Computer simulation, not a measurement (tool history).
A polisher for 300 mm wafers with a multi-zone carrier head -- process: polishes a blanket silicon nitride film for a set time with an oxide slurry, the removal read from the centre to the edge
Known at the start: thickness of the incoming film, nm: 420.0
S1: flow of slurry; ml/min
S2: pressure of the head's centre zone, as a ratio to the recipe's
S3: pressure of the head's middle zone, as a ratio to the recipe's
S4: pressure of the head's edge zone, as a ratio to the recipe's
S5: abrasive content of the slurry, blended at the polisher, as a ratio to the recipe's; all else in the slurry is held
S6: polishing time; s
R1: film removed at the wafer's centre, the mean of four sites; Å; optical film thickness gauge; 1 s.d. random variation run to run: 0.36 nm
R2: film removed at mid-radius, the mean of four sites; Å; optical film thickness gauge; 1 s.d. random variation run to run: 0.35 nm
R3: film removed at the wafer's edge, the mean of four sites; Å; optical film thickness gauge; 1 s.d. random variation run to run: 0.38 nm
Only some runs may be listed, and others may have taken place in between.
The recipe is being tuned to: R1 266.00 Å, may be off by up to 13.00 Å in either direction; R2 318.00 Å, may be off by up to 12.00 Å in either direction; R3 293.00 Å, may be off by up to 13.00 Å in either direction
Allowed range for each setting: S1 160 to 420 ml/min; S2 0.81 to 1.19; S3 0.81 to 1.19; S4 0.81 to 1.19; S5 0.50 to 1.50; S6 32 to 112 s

run 1 day=0.000 | S1=270 S2=1.00 S3=1.00 S4=1.00 S5=1.00 S6=72 | R1=748.10 R2=732.57 R3=712.87
run 2 day=0.233 | S1=240 S2=0.94 S3=1.00 S4=0.96 S5=0.85 S6=58 | R1=511.39 R2=541.07 R3=517.80
run 3 day=0.583 | S1=240 S2=0.94 S3=1.03 S4=0.96 S5=0.85 S6=58 | R1=515.44 R2=541.23 R3=513.44
run 4 day=0.654 | S1=230 S2=0.90 S3=1.03 S4=0.94 S5=0.75 S6=51 | R1=402.91 R2=436.58 R3=411.73
run 5 day=0.912 | S1=230 S2=0.90 S3=0.94 S4=0.94 S5=0.75 S6=51 | R1=395.90 R2=409.58 R3=408.96
run 6 day=1.246 | S1=215 S2=0.87 S3=0.98 S4=0.93 S5=0.65 S6=48 | R1=326.88 R2=360.43 R3=345.67
run 7 day=1.554 | S1=200 S2=0.85 S3=0.99 S4=0.91 S5=0.60 S6=48 | R1=301.64 R2=335.45 R3=323.15
run 8 day=1.788 | S1=190 S2=0.84 S3=1.01 S4=0.90 S5=0.60 S6=48 | R1=294.78 R2=337.76 R3=317.82
run 9 day=2.062 | S1=180 S2=0.83 S3=1.02 S4=0.89 S5=0.60 S6=48 | R1=283.61 R2=340.53 R3=314.51
-- day=2.171 centre zone pressure recalibrated
run 10 day=2.171 | S1=180 S2=0.83 S3=1.01 S4=0.87 S5=0.60 S6=48 | R1=268.51 R2=335.69 R3=314.40
run 11 day=2.417 | S1=185 S2=0.90 S3=1.02 S4=0.85 S5=0.50 S6=46 | R1=244.39 R2=281.25 R3=260.75
run 12 day=2.492 | S1=210 S2=0.87 S3=1.02 S4=0.86 S5=0.50 S6=46 | R1=240.67 R2=285.61 R3=263.35

5 candidate next runs follow, results not yet known. Just one meets every target within its allowed miss. Identify it.
run A day=2.567 | S1=255 S2=0.96 S3=1.04 S4=0.90 S5=0.55 S6=45 | R1=? R2=? R3=?
run B day=2.567 | S1=165 S2=0.97 S3=0.94 S4=1.00 S5=0.55 S6=45 | R1=? R2=? R3=?
run C day=2.567 | S1=205 S2=0.94 S3=0.88 S4=0.92 S5=0.50 S6=49 | R1=? R2=? R3=?
run D day=2.567 | S1=230 S2=0.97 S3=1.15 S4=0.83 S5=0.60 S6=36 | R1=? R2=? R3=?
run E day=2.567 | S1=225 S2=0.84 S3=0.99 S4=0.84 S5=0.60 S6=44 | R1=? R2=? R3=?

move=A R1=289.18 R2=318.77 R3=288.49
move=B R1=271.88 R2=277.81 R3=289.39
move=C R1=275.96 R2=276.47 R3=287.52
move=D R1=246.64 R2=290.29 R3=235.46
move=E R1=261.21 R2=316.85 R3=289.22
A: the worst result of the last run now meets its target, but another is out of spec
B: its largest miss is bigger than the last run's
C: its largest miss is bigger than the last run's
D: its largest miss is bigger than the last run's
E: every result within its allowed miss
The move that meets every target is E.

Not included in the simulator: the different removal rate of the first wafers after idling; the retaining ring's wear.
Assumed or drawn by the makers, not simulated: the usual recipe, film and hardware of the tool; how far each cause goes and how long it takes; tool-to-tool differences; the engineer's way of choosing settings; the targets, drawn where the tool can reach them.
